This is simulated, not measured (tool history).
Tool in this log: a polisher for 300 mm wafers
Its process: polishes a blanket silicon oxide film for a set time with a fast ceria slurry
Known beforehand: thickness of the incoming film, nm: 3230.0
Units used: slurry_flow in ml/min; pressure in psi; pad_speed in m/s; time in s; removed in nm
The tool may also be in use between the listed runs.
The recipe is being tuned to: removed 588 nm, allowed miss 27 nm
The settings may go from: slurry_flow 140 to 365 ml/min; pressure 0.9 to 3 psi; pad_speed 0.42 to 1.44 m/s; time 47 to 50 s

run,hour,slurry_flow,pressure,pad_speed,time,removed
1,0,235,1.9,0.92,47,365.18
2,8.5,235,2,0.92,47,383.24
3,15.1,235,2.1,0.92,47,400.15
4,19.2,235,2.4,0.92,47,453.37
5,23.7,235,2.5,0.92,47,454.55
6,27.6,235,2.5,0.92,50,492.49
7,30.6,235,2.5,0.92,50,495.29
8,33.6,235,2.7,0.94,50,541.29
9,36.4,235,2.8,0.94,50,542.86

Consider the 4 candidate settings below. Which is the only one whose results all fall within their allowed miss of target?
A,39.2,230,2.4,1,50,?
B,39.2,290,2.9,1.08,50,?
C,39.2,215,2.8,1.02,50,?
D,39.2,215,2.8,0.96,47,?

move,removed
A,505.67
B,639.11
C,579.57
D,521.35
A: misses by more than the last run did
B: pushes the last run's worst result past its target
C: in spec on every target
D: misses by more than the last run did
The move that meets every target is C.
